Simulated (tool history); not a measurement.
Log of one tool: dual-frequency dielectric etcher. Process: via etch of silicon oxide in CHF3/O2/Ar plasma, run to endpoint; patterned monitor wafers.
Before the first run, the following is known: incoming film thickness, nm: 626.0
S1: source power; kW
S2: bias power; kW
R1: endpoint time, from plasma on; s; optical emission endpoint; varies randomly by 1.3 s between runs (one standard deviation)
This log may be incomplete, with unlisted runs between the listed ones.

run  hour    S1     S2      R1
  1     0  0.83  0.138  305.06
  2   7.9   0.9  0.142  290.35
  3  16.9   0.8  0.142  308.35
  4  17.9  0.86  0.145   296.8
  5  21.1  0.76  0.145  312.41
  6  26.6  0.83  0.149  296.91
  7  28.7  0.88  0.151  286.76

Estimate the outcome of run 8 from the log above:
  8  36.9  0.91  0.152   ?

R1: 282.22 s
